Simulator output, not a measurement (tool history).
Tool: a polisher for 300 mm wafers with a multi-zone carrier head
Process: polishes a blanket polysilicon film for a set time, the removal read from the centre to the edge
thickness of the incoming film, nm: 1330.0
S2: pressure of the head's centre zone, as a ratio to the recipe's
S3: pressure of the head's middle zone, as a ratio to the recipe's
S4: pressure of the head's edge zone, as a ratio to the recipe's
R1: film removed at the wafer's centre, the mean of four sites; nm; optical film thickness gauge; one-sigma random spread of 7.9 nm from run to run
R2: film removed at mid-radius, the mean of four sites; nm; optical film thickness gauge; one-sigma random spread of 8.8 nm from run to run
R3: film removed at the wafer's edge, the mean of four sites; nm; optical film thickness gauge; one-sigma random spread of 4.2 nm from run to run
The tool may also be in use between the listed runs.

Run 1, hour 0.0: flow of slurry (ml/min) 210, S2 1.00, S3 1.00, S4 1.00, polishing time (s) 45. Result: R1 548.05 nm, R2 524.41 nm, R3 569.22 nm.
Run 2, hour 8.3: flow of slurry (ml/min) 210, S2 1.08, S3 1.00, S4 1.00, polishing time (s) 45. Result: R1 571.34 nm, R2 523.75 nm, R3 568.62 nm.
Run 3, hour 10.6: flow of slurry (ml/min) 210, S2 1.08, S3 1.00, S4 1.00, polishing time (s) 53. Result: R1 673.86 nm, R2 625.05 nm, R3 664.26 nm.
Run 4, hour 12.7: flow of slurry (ml/min) 205, S2 1.09, S3 0.99, S4 0.98, polishing time (s) 53. Result: R1 686.99 nm, R2 628.18 nm, R3 655.27 nm.
Run 5, hour 15.1: flow of slurry (ml/min) 200, S2 1.09, S3 0.98, S4 0.97, polishing time (s) 53. Result: R1 680.93 nm, R2 629.27 nm, R3 657.22 nm.
Run 6, hour 16.0: flow of slurry (ml/min) 200, S2 1.09, S3 0.95, S4 0.97, polishing time (s) 53. Result: R1 695.03 nm, R2 609.78 nm, R3 657.40 nm.
Run 7, hour 23.9: flow of slurry (ml/min) 200, S2 1.09, S3 0.95, S4 0.97, polishing time (s) 53. Result: R1 680.37 nm, R2 605.45 nm, R3 658.88 nm.
Run 8, hour 25.6: flow of slurry (ml/min) 195, S2 1.10, S3 0.95, S4 0.95, polishing time (s) 53. Result: R1 684.58 nm, R2 597.84 nm, R3 648.33 nm.
Run 9, hour 28.8: flow of slurry (ml/min) 195, S2 1.10, S3 0.95, S4 0.95, polishing time (s) 53. Result: R1 677.07 nm, R2 612.37 nm, R3 648.94 nm.
Run 10, hour 34.3: flow of slurry (ml/min) 195, S2 1.12, S3 0.94, S4 0.94, polishing time (s) 53. Result: R1 685.76 nm, R2 587.79 nm, R3 643.63 nm.
Run 11, hour 40.5: flow of slurry (ml/min) 190, S2 1.13, S3 0.95, S4 0.92, polishing time (s) 53. Result: R1 708.98 nm, R2 612.86 nm, R3 641.93 nm.
Run 12, hour 44.1: flow of slurry (ml/min) 185, S2 1.13, S3 0.95, S4 0.91, polishing time (s) 53. Result: R1 711.58 nm, R2 582.15 nm, R3 632.60 nm.

Forecast run 13:
Run 13, hour 45.8: flow of slurry (ml/min) 185, S2 1.12, S3 0.96, S4 0.90, polishing time (s) 53. Result: R1 ?, R2 ?, R3 ?.

Logged for run 13: R1 704.17 nm, R2 592.14 nm, R3 635.06 nm.

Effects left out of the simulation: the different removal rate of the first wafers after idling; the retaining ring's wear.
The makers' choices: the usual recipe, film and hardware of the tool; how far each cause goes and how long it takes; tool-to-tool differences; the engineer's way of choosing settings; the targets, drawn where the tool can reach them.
